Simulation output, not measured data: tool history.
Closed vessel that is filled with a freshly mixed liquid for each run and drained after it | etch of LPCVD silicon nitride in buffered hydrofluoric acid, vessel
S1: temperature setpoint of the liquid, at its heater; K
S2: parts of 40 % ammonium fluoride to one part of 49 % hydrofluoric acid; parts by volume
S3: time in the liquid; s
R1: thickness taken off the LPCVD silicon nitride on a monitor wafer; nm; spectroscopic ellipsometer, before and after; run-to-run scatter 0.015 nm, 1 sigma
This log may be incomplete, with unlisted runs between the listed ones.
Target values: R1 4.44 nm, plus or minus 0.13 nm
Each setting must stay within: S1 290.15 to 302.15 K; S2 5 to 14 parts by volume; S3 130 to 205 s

Run 1, hour 0: S1 294.15 K, S2 8.5 parts by volume, S3 205 s. Result: R1 3.0549 nm.
Run 2, hour 3.4: S1 294.15 K, S2 7 parts by volume, S3 205 s. Result: R1 3.7737 nm.
Run 3, hour 10.3: S1 294.15 K, S2 6 parts by volume, S3 205 s. Result: R1 4.2694 nm.
Run 4, hour 14.9: S1 291.15 K, S2 6 parts by volume, S3 205 s. Result: R1 3.6474 nm.
Run 5, hour 20.6: S1 290.15 K, S2 6 parts by volume, S3 205 s. Result: R1 3.4505 nm.
Run 6, hour 28.3: S1 290.15 K, S2 5 parts by volume, S3 205 s. Result: R1 3.9962 nm.
Run 7, hour 32.2: S1 290.65 K, S2 5 parts by volume, S3 205 s. Result: R1 4.1455 nm.
Run 8, hour 37.4: S1 291.15 K, S2 5 parts by volume, S3 205 s. Result: R1 4.2288 nm.

Exercise: of the 4 proposed moves below, exactly one satisfies all targets within the stated allowed misses. Which move is it?
Run A, hour 42.6: S1 290.65 K, S2 5 parts by volume, S3 205 s. Result: R1 ?.
Run B, hour 42.6: S1 291.15 K, S2 5 parts by volume, S3 195 s. Result: R1 ?.
Run C, hour 42.6: S1 292.15 K, S2 5 parts by volume, S3 205 s. Result: R1 ?.
Run D, hour 42.6: S1 293.65 K, S2 5 parts by volume, S3 200 s. Result: R1 ?.

move      R1
   A  4.1259
   B  4.0374
   C  4.4907
   D  4.7645
A: its largest miss is bigger than the last run's
B: its largest miss is bigger than the last run's
C: all results land within tolerance of their targets
D: carries the result that was furthest off beyond its target, to the other side
So the answer is move C, the one that meets all the targets.
